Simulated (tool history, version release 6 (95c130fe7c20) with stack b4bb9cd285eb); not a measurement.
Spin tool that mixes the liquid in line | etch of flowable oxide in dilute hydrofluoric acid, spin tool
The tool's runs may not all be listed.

| run | hour | temperature setpoint of the liquid (°C) | parts of water to one part of 49 % hydrofluoric acid (parts by volume) | time under the liquid (s) | thickness taken off the flowable oxide on a monitor wafer (angstrom) |
|---|---|---|---|---|---|
| 1 | 0 | 22 | 95 | 15 | 69.279 |
| 2 | 1.1 | 19 | 95 | 15 | 60.918 |
| 3 | 3.8 | 19 | 95 | 15 | 61.241 |
| 4 | 6.7 | 22 | 90 | 15 | 73.293 |
| 5 | 11.3 | 24 | 85 | 15 | 83.94 |
| 6 | 16.1 | 24 | 85 | 15 | 84.267 |
| 7 | 22 | 25.5 | 80 | 15 | 95.679 |
| 8 | 23.7 | 27 | 80 | 15 | 102.25 |

Expected results for the next run?
| 9 | 26.2 | 27 | 80 | 15 | ? |

thickness taken off the flowable oxide on a monitor wafer (angstrom): 101.83

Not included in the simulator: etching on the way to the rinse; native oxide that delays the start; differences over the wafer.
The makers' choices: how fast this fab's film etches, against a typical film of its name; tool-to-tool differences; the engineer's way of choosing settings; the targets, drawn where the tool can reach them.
